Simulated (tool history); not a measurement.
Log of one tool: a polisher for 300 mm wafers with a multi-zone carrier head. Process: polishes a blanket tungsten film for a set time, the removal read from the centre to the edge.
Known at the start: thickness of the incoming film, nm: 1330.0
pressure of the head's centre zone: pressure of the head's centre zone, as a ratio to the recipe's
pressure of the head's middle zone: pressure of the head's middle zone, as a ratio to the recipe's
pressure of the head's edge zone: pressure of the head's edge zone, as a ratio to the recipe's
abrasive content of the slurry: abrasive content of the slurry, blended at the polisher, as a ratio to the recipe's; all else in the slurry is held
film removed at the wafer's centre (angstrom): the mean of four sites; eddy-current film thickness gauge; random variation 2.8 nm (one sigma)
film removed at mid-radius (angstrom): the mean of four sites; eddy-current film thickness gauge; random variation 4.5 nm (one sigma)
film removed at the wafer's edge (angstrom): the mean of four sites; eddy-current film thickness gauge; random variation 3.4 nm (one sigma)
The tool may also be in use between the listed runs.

run,hour,flow of slurry (ml/min),pressure of the head's centre zone,pressure of the head's middle zone,pressure of the head's edge zone,abrasive content of the slurry,polishing time (s),film removed at the wafer's centre (angstrom),film removed at mid-radius (angstrom),film removed at the wafer's edge (angstrom)
1,0,150,1,1,1,1,58,2349.6,2352.5,2371.9
2,6.1,155,0.99,1.02,1.02,1.1,59,2434.9,2467.9,2488.2
3,13.3,160,0.97,1.04,1.03,1.15,60,2459.5,2621.7,2543.3
4,15.1,160,0.96,1.05,1.05,1.2,61,2550,2714.5,2674.9
5,21.1,160,0.96,1.1,1.05,1.2,61,2563.7,2891.9,2664.5
6,24.5,160,0.92,1.1,1.05,1.2,61,2427.9,2850.9,2685.2
7,27.7,165,0.92,1.11,1.07,1.25,61,2432.9,2883.1,2719.4
8,33,165,0.92,1.11,1.07,1.25,61,2468.2,2844.6,2677.5

Forecast run 9:
9,36.9,160,0.91,1.11,1.07,1.3,62,?,?,?

{"run 9": {"film removed at the wafer's centre (angstrom)": 2495.5, "film removed at mid-radius (angstrom)": 2936.6, "film removed at the wafer's edge (angstrom)": 2791.5}}

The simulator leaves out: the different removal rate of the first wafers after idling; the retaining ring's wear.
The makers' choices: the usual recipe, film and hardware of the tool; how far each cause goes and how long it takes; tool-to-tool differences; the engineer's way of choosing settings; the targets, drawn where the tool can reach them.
